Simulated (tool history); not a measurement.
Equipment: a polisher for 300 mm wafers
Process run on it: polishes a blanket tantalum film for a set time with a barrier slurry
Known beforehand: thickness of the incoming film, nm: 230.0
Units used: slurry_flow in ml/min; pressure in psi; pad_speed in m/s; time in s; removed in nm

run	hour	slurry_flow	pressure	pad_speed	slurry_solids	time	removed
1	0.0	175	2.2	0.90	1.0	35	53.708
2	7.1	175	2.2	0.78	1.0	35	46.931
3	10.2	155	2.2	0.78	1.0	35	45.208
4	16.7	155	2.2	0.78	1.2	35	49.377
5	17.4	175	2.2	0.78	1.2	35	50.931
6	20.5	170	2.1	0.78	1.2	35	47.245
7	24.3	170	2.0	0.78	1.2	35	46.035

Run 8 is up next; what results do you expect?
# hour 25.3: slurry nozzle cleaned
8	25.3	170	1.9	0.78	1.2	35	?

removed: 49.538 nm
